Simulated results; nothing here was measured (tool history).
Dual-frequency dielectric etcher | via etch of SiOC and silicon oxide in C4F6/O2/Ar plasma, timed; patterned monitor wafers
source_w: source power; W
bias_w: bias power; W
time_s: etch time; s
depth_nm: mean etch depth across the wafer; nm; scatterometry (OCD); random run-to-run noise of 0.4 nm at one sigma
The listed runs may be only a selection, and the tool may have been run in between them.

run    day  source_w  bias_w  time_s  depth_nm
  1  0.000       370     214    66.0    73.167
  2  0.171       370     214    61.5    66.828
  3  0.450       350     209    61.5    65.066
  4  0.600       400     209    61.5    69.919
  5  0.796       370     205    61.5    66.609
  6  0.988       370     205    66.0    71.863
  7  1.333       340     199    66.0    67.210
  8  1.404       320     197    66.0    65.902
  9  1.658       320     197    66.0    65.792

Predict the results of run 10:
 10  1.792       300     194    66.0         ?

Run 10 measured depth_nm 62.658 nm.
